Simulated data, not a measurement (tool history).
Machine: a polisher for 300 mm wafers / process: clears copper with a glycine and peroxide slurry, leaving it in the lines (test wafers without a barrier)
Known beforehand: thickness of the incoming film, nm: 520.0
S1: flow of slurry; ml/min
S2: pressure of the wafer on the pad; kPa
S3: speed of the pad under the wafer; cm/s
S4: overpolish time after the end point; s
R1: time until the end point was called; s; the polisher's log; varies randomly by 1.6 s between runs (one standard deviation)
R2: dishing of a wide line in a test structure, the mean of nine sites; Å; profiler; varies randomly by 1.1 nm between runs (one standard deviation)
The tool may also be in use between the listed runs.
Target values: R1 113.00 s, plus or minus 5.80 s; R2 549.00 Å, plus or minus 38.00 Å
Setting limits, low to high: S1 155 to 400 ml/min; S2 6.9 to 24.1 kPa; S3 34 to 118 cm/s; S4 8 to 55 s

run    day   S1    S2  S3  S4      R1      R2
  1  0.000  255  15.2  76  28  145.45  572.30
  2  0.162  310  15.2  76  28  142.42  588.54
  3  0.304  310  16.5  78  25  130.23  586.42
  4  0.392  310  16.5  68  25  146.88  558.11
  5  0.638  310  17.9  70  23  138.62  525.91
  6  0.738  310  19.3  72  22  129.37  521.19
  7  0.904  310  20.0  72  22  129.63  522.58
  8  1.254  315  20.7  74  22  123.74  562.98
  9  1.375  315  21.4  74  21  120.46  555.24

Exactly one of the 5 candidate moves below puts every result within its allowed miss. Which one?
  A  1.496  365  19.3  70  26   ?   ?
  B  1.496  315  21.4  70  24   ?   ?
  C  1.496  270  22.1  80  20   ?   ?
  D  1.496  270  22.8  62  21   ?   ?
  E  1.496  300  18.6  78  23   ?   ?

move      R1      R2
   A  132.00  617.45
   B  125.78  604.36
   C  112.49  570.90
   D  134.61  526.17
   E  125.84  582.07
A: misses by more than the last run did
B: misses by more than the last run did
C: hits every target within its allowed miss
D: misses by more than the last run did
E: misses by more than the last run did
The move that meets every target is C.
